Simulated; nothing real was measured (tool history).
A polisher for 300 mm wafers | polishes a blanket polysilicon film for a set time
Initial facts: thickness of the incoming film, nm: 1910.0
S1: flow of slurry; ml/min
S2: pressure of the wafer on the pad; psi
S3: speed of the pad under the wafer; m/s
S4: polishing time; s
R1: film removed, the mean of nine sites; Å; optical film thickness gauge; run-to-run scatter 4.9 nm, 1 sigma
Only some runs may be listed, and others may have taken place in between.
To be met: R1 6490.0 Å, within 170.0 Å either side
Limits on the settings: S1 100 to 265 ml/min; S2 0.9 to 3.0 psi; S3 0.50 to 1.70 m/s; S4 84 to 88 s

run	hour	S1	S2	S3	S4	R1
1	0.0	170	1.9	1.10	84	5743.9
2	2.1	170	2.3	1.10	84	6888.3
3	7.5	215	2.3	1.10	84	6973.2
4	10.3	215	2.2	1.10	84	6690.7
5	12.5	215	2.2	1.36	84	8288.2
6	17.5	215	2.1	1.36	84	7891.8
7	23.2	215	2.0	1.36	84	7591.5
8	27.6	215	1.9	1.36	84	7159.5
9	31.7	170	1.8	1.36	84	6722.4

Of the 4 settings listed for the next run, only one would bring every result within its allowed miss of target. Which one?
A	35.8	200	1.9	1.24	84	?
B	35.8	150	1.5	1.48	86	?
C	35.8	160	1.7	1.28	87	?
D	35.8	165	1.7	1.32	84	?

move	R1
A	6596.3
B	6175.8
C	6143.2
D	6145.7
A: hits every target within its allowed miss
B: pushes the last run's worst result past its target
C: pushes the last run's worst result past its target
D: pushes the last run's worst result past its target
The right move is A.
